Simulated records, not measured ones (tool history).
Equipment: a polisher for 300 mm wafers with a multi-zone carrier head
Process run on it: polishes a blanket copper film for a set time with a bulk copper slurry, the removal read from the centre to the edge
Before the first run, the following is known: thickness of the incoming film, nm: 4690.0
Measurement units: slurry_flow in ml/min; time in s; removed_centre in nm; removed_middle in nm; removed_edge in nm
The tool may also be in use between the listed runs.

| run | hour | slurry_flow | centre_zone | middle_zone | edge_zone | slurry_solids | time | removed_centre | removed_middle | removed_edge |
|---|---|---|---|---|---|---|---|---|---|---|
| 1 | 0.0 | 285 | 1.00 | 1.00 | 1.00 | 1.00 | 42 | 521.23 | 508.68 | 533.87 |
| 2 | 8.7 | 285 | 1.00 | 1.00 | 0.95 | 1.00 | 42 | 512.54 | 511.73 | 508.29 |
| 3 | 12.9 | 285 | 1.00 | 0.96 | 0.95 | 1.00 | 42 | 516.51 | 499.41 | 506.11 |
| 4 | 21.4 | 295 | 1.03 | 1.01 | 0.97 | 1.10 | 45 | 590.96 | 571.37 | 562.48 |
| 5 | 28.3 | 295 | 1.03 | 1.01 | 0.97 | 0.95 | 45 | 571.02 | 540.44 | 544.47 |
| 6 | 31.7 | 295 | 1.03 | 1.01 | 0.97 | 1.10 | 45 | 577.42 | 564.02 | 568.19 |
| 7 | 34.8 | 305 | 1.07 | 1.04 | 0.99 | 1.20 | 47 | 645.81 | 618.16 | 605.87 |
| 8 | 41.0 | 310 | 1.09 | 1.06 | 1.02 | 1.25 | 49 | 694.60 | 661.97 | 635.89 |

Predict the results of run 9:
| 9 | 43.1 | 310 | 1.09 | 1.06 | 1.04 | 1.30 | 51 | ? | ? | ? |

Run 9 came out at removed_centre 726.12 nm, removed_middle 691.87 nm, removed_edge 698.95 nm.
